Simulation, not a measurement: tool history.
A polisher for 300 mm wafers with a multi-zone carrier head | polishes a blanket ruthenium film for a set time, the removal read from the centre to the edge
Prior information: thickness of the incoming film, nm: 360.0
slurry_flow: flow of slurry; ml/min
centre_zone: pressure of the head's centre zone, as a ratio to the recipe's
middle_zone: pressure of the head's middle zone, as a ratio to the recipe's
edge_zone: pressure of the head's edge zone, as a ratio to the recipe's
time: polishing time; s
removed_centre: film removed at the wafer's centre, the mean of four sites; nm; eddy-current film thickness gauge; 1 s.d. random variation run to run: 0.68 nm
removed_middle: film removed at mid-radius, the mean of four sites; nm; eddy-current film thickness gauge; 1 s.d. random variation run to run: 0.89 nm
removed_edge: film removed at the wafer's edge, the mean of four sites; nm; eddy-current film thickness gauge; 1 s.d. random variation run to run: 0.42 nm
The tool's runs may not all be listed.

run 1 hour=0.0 | slurry_flow=250 centre_zone=1.00 middle_zone=1.00 edge_zone=1.00 time=89 | removed_centre=63.230 removed_middle=70.667 removed_edge=70.091
run 2 hour=3.6 | slurry_flow=245 centre_zone=1.00 middle_zone=1.00 edge_zone=0.98 time=89 | removed_centre=62.331 removed_middle=69.984 removed_edge=68.690
run 3 hour=5.4 | slurry_flow=240 centre_zone=1.00 middle_zone=1.00 edge_zone=0.97 time=89 | removed_centre=61.648 removed_middle=73.381 removed_edge=68.098
run 4 hour=6.0 | slurry_flow=240 centre_zone=1.00 middle_zone=1.00 edge_zone=0.97 time=111 | removed_centre=78.543 removed_middle=87.632 removed_edge=84.619
run 5 hour=7.8 | slurry_flow=175 centre_zone=1.00 middle_zone=1.00 edge_zone=0.97 time=111 | removed_centre=74.016 removed_middle=85.663 removed_edge=81.967
run 6 hour=9.0 | slurry_flow=175 centre_zone=1.00 middle_zone=0.99 edge_zone=0.96 time=108 | removed_centre=72.495 removed_middle=81.903 removed_edge=79.673
run 7 hour=12.6 | slurry_flow=175 centre_zone=1.00 middle_zone=0.99 edge_zone=0.95 time=106 | removed_centre=71.905 removed_middle=80.875 removed_edge=77.087
run 8 hour=19.5 | slurry_flow=175 centre_zone=0.99 middle_zone=0.98 edge_zone=0.94 time=104 | removed_centre=68.836 removed_middle=76.057 removed_edge=75.663
run 9 hour=26.4 | slurry_flow=175 centre_zone=0.99 middle_zone=0.98 edge_zone=0.93 time=102 | removed_centre=66.188 removed_middle=78.063 removed_edge=73.359
run 10 hour=28.5 | slurry_flow=175 centre_zone=0.99 middle_zone=0.97 edge_zone=0.92 time=101 | removed_centre=66.457 removed_middle=76.559 removed_edge=72.288
run 11 hour=32.6 | slurry_flow=175 centre_zone=0.99 middle_zone=0.96 edge_zone=0.91 time=100 | removed_centre=65.070 removed_middle=74.292 removed_edge=71.358
run 12 hour=39.0 | slurry_flow=175 centre_zone=0.99 middle_zone=0.96 edge_zone=0.90 time=99 | removed_centre=65.286 removed_middle=72.602 removed_edge=70.969

For run 13, what comes out?
run 13 hour=39.5 | slurry_flow=175 centre_zone=0.99 middle_zone=0.96 edge_zone=0.89 time=98 | removed_centre=? removed_middle=? removed_edge=?

{"run 13": {"removed_centre": 63.83, "removed_middle": 72.007, "removed_edge": 69.721}}
